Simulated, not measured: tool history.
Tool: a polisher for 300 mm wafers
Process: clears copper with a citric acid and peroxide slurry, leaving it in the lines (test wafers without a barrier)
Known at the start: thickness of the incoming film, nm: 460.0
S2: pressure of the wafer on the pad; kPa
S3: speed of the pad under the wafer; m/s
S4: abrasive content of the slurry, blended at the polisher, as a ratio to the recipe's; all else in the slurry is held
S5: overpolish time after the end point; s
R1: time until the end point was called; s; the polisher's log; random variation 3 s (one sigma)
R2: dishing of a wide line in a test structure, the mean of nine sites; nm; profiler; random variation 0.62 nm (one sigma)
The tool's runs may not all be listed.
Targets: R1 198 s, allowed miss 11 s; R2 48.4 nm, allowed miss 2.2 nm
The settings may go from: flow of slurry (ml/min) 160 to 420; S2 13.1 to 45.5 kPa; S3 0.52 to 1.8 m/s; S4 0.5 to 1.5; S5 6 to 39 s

Run 1, day 0: flow of slurry (ml/min) 270, S2 29 kPa, S3 1.16 m/s, S4 1, S5 20 s. Result: R1 130.9 s, R2 49.471 nm.
Run 2, day 0.321: flow of slurry (ml/min) 270, S2 29 kPa, S3 1.16 m/s, S4 1, S5 23 s. Result: R1 130.41 s, R2 55.496 nm.
Run 3, day 0.375: flow of slurry (ml/min) 270, S2 26.2 kPa, S3 1.16 m/s, S4 1, S5 24 s. Result: R1 137.19 s, R2 54.405 nm.
Run 4, day 0.454: flow of slurry (ml/min) 270, S2 23.4 kPa, S3 1.14 m/s, S4 1, S5 26 s. Result: R1 162.03 s, R2 52.883 nm.
Run 5, day 0.575: flow of slurry (ml/min) 270, S2 23.4 kPa, S3 1.14 m/s, S4 1, S5 22 s. Result: R1 158.15 s, R2 45.11 nm.
Run 6, day 0.717: flow of slurry (ml/min) 270, S2 22.1 kPa, S3 1.14 m/s, S4 1, S5 23 s. Result: R1 165.14 s, R2 44.821 nm.
Run 7, day 0.771: flow of slurry (ml/min) 270, S2 20.7 kPa, S3 1.14 m/s, S4 1, S5 24 s. Result: R1 178.47 s, R2 44.221 nm.
Run 8, day 0.962: flow of slurry (ml/min) 270, S2 20 kPa, S3 1.14 m/s, S4 1, S5 25 s. Result: R1 184.2 s, R2 45.463 nm.
Run 9, day 1.062: flow of slurry (ml/min) 270, S2 19.3 kPa, S3 1.14 m/s, S4 1, S5 26 s. Result: R1 185.9 s, R2 44.09 nm.

5 next moves are on the table. One of them brings every result within its allowed miss. Which?
Run A, day 1.162: flow of slurry (ml/min) 270, S2 18.6 kPa, S3 1.16 m/s, S4 0.8, S5 30 s. Result: R1 ?, R2 ?.
Run B, day 1.162: flow of slurry (ml/min) 275, S2 15.9 kPa, S3 1.34 m/s, S4 0.95, S5 23 s. Result: R1 ?, R2 ?.
Run C, day 1.162: flow of slurry (ml/min) 225, S2 21.4 kPa, S3 1.26 m/s, S4 0.85, S5 25 s. Result: R1 ?, R2 ?.
Run D, day 1.162: flow of slurry (ml/min) 230, S2 21.4 kPa, S3 1.08 m/s, S4 1.1, S5 22 s. Result: R1 ?, R2 ?.
Run E, day 1.162: flow of slurry (ml/min) 265, S2 20 kPa, S3 1.26 m/s, S4 1, S5 23 s. Result: R1 ?, R2 ?.

move      R1      R2
   A  196.99  48.662
   B  189.63  39.739
   C  163.88  49.092
   D  181.36  40.313
   E  165.31  45.239
A: meets every target
B: further off than the last run
C: brings the result that was furthest off to its target, and leaves another outside
D: further off than the last run
E: further off than the last run
The right move is A.
